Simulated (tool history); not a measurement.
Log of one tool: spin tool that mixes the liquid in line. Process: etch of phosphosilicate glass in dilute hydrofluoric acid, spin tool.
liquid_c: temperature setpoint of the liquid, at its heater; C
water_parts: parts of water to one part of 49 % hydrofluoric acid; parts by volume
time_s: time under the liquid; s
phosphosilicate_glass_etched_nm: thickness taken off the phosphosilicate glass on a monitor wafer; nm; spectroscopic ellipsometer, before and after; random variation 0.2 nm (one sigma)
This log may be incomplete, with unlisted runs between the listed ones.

run	hour	liquid_c	water_parts	time_s	phosphosilicate_glass_etched_nm
1	0	22	155	50	39.475
2	5.9	22	155	55	43.507
3	14.1	25	155	55	48.846
4	17.7	23	160	55	43.601
5	22.6	21.5	165	55	39.447
6	23.9	24.5	165	55	43.873
7	30.9	22.5	170	55	39.877
8	37.2	21	170	55	37.315
9	43.7	20	170	55	35.61
10	44.5	19	170	55	34.51

Run 11 comes next. What will it give?
11	47.1	18.5	170	55	?

{"run 11": {"phosphosilicate_glass_etched_nm": 34.111}}

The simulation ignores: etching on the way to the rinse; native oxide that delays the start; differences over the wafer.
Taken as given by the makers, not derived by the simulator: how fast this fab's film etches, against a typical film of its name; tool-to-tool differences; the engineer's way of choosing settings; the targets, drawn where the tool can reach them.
